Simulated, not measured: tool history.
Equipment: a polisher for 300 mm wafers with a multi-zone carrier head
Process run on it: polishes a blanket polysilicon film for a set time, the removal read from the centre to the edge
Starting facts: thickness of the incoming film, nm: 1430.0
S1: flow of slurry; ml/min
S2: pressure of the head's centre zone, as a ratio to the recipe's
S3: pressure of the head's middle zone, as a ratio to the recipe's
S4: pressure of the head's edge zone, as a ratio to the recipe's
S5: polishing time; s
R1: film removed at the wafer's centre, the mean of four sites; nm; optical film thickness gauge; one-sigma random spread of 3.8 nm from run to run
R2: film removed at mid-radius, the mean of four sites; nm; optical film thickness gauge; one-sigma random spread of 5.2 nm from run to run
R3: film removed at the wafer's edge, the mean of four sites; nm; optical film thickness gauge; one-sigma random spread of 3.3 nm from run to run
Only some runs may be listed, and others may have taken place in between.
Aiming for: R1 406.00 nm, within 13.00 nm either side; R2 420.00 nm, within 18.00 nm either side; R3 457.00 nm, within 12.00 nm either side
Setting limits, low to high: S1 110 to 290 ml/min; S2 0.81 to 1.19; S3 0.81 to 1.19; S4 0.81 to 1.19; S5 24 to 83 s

run,hour,S1,S2,S3,S4,S5,R1,R2,R3
1,0.0,185,1.00,1.00,1.00,53,538.76,523.61,548.24
2,2.3,185,1.04,1.00,1.00,53,549.57,526.53,550.18
3,9.8,140,1.04,1.00,1.00,53,522.96,514.87,533.32
4,11.0,135,0.98,0.97,0.97,51,488.18,467.76,508.90
# hour 14.7: edge zone pressure recalibrated
5,14.7,110,0.98,0.97,0.97,51,461.48,459.29,478.19
6,23.0,110,0.94,0.96,0.97,50,443.63,446.59,468.28
7,25.1,110,0.91,0.95,0.98,50,424.40,443.37,469.44
8,31.9,110,0.90,0.94,0.98,50,416.84,439.70,468.42
9,33.5,110,0.89,0.93,0.97,50,420.80,433.62,471.27

Of the 4 settings listed for the next run, only one would bring every result within its allowed miss of target. Which one?
A,35.1,110,0.81,1.00,1.03,50,?,?,?
B,35.1,110,0.98,0.94,1.03,47,?,?,?
C,35.1,110,0.87,1.02,0.87,52,?,?,?
D,35.1,175,0.85,0.88,0.91,48,?,?,?

move,R1,R2,R3
A,374.74,464.61,475.16
B,426.71,414.24,447.00
C,418.93,491.30,458.71
D,400.76,422.85,449.46
A: moves away from the targets compared with the last run
B: brings the result that was furthest off to its target, and leaves another outside
C: brings the result that was furthest off to its target, and leaves another outside
D: every result lands within tolerance
D meets every target.
